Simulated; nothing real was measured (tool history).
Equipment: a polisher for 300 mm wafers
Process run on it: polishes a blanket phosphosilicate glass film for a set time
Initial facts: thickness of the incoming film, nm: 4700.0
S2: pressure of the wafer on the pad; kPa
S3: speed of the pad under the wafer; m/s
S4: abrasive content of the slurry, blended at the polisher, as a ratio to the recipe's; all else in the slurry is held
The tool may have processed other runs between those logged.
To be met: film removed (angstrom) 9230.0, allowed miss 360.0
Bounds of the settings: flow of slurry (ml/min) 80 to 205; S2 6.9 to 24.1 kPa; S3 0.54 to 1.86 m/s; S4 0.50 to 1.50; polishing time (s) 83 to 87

Run 1, hour 0.0: flow of slurry (ml/min) 135, S2 15.2 kPa, S3 1.18 m/s, S4 1.00, polishing time (s) 83. Result: film removed (angstrom) 4969.7.
Run 2, hour 6.0: flow of slurry (ml/min) 135, S2 13.1 kPa, S3 1.18 m/s, S4 1.00, polishing time (s) 83. Result: film removed (angstrom) 4488.2.
Run 3, hour 13.2: flow of slurry (ml/min) 135, S2 14.5 kPa, S3 1.20 m/s, S4 1.00, polishing time (s) 83. Result: film removed (angstrom) 4911.7.
Run 4, hour 14.4: flow of slurry (ml/min) 135, S2 15.9 kPa, S3 1.22 m/s, S4 1.00, polishing time (s) 83. Result: film removed (angstrom) 5407.0.
Run 5, hour 18.1: flow of slurry (ml/min) 135, S2 17.2 kPa, S3 1.22 m/s, S4 1.00, polishing time (s) 83. Result: film removed (angstrom) 5562.6.
Run 6, hour 21.3: flow of slurry (ml/min) 165, S2 17.2 kPa, S3 1.22 m/s, S4 1.00, polishing time (s) 83. Result: film removed (angstrom) 5903.3.
Run 7, hour 24.5: flow of slurry (ml/min) 185, S2 21.4 kPa, S3 1.26 m/s, S4 1.00, polishing time (s) 83. Result: film removed (angstrom) 7399.8.
Run 8, hour 26.4: flow of slurry (ml/min) 185, S2 22.1 kPa, S3 1.28 m/s, S4 1.00, polishing time (s) 83. Result: film removed (angstrom) 7756.8.
Run 9, hour 31.0: flow of slurry (ml/min) 185, S2 22.1 kPa, S3 1.30 m/s, S4 1.00, polishing time (s) 83. Result: film removed (angstrom) 7627.5.
Run 10, hour 37.7: flow of slurry (ml/min) 185, S2 22.1 kPa, S3 1.32 m/s, S4 1.00, polishing time (s) 83. Result: film removed (angstrom) 7796.4.
Run 11, hour 40.9: flow of slurry (ml/min) 185, S2 22.1 kPa, S3 1.34 m/s, S4 1.00, polishing time (s) 83. Result: film removed (angstrom) 7906.4.
Run 12, hour 44.0: flow of slurry (ml/min) 185, S2 22.1 kPa, S3 1.36 m/s, S4 1.00, polishing time (s) 83. Result: film removed (angstrom) 8111.0.
Run 13, hour 45.9: flow of slurry (ml/min) 185, S2 23.4 kPa, S3 1.40 m/s, S4 1.00, polishing time (s) 83. Result: film removed (angstrom) 8764.2.

Pick the move, out of 5, that brings all results within their allowed miss; only one does.
Run A, hour 47.8: flow of slurry (ml/min) 190, S2 21.4 kPa, S3 1.40 m/s, S4 1.05, polishing time (s) 83. Result: film removed (angstrom) ?.
Run B, hour 47.8: flow of slurry (ml/min) 170, S2 24.1 kPa, S3 1.20 m/s, S4 1.00, polishing time (s) 87. Result: film removed (angstrom) ?.
Run C, hour 47.8: flow of slurry (ml/min) 170, S2 24.1 kPa, S3 1.14 m/s, S4 1.30, polishing time (s) 87. Result: film removed (angstrom) ?.
Run D, hour 47.8: flow of slurry (ml/min) 180, S2 24.1 kPa, S3 1.14 m/s, S4 1.05, polishing time (s) 86. Result: film removed (angstrom) ?.
Run E, hour 47.8: flow of slurry (ml/min) 170, S2 22.8 kPa, S3 1.48 m/s, S4 1.00, polishing time (s) 87. Result: film removed (angstrom) ?.

move  film removed (angstrom)
   A                   8077.7
   B                   8020.5
   C                   8395.7
   D                   7806.2
   E                   9022.6
A: further off than the last run
B: further off than the last run
C: further off than the last run
D: further off than the last run
E: each result inside its tolerance
E is the move that brings every result within its allowed miss.
